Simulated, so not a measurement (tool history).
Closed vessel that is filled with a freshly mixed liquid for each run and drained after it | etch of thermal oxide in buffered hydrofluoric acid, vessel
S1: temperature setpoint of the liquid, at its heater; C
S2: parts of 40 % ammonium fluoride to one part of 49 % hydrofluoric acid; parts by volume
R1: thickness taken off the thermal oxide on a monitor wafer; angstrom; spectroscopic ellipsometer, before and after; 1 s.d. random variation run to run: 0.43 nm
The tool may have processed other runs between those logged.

{"run": 1, "day": 0.0, "S1": 25, "S2": 9, "time in the liquid (s)": 85, "R1": 1091.4}
{"run": 2, "day": 0.267, "S1": 25, "S2": 9, "time in the liquid (s)": 95, "R1": 1236}
{"run": 3, "day": 0.512, "S1": 25, "S2": 8, "time in the liquid (s)": 95, "R1": 1341.5}
{"run": 4, "day": 0.546, "S1": 22, "S2": 8, "time in the liquid (s)": 95, "R1": 1144.4}
{"run": 5, "day": 0.921, "S1": 22, "S2": 8, "time in the liquid (s)": 95, "R1": 1137.2}
{"day": 1.171, "done": "hydrofluoric acid flow meter replaced"}
{"run": 6, "day": 1.171, "S1": 22, "S2": 6, "time in the liquid (s)": 95, "R1": 1680.4}
{"run": 7, "day": 1.35, "S1": 18, "S2": 9, "time in the liquid (s)": 95, "R1": 884.99}
{"run": 8, "day": 1.617, "S1": 18, "S2": 9, "time in the liquid (s)": 95, "R1": 901.98}
{"run": 9, "day": 1.812, "S1": 17.5, "S2": 9.5, "time in the liquid (s)": 95, "R1": 831.99}
{"run": 10, "day": 2.058, "S1": 17.5, "S2": 10, "time in the liquid (s)": 95, "R1": 807.15}

Run 11 comes next. What will it give?
{"run": 11, "day": 2.446, "S1": 17.5, "S2": 10.5, "time in the liquid (s)": 95, "R1": "?"}

{"run 11": {"R1": 781.39}}
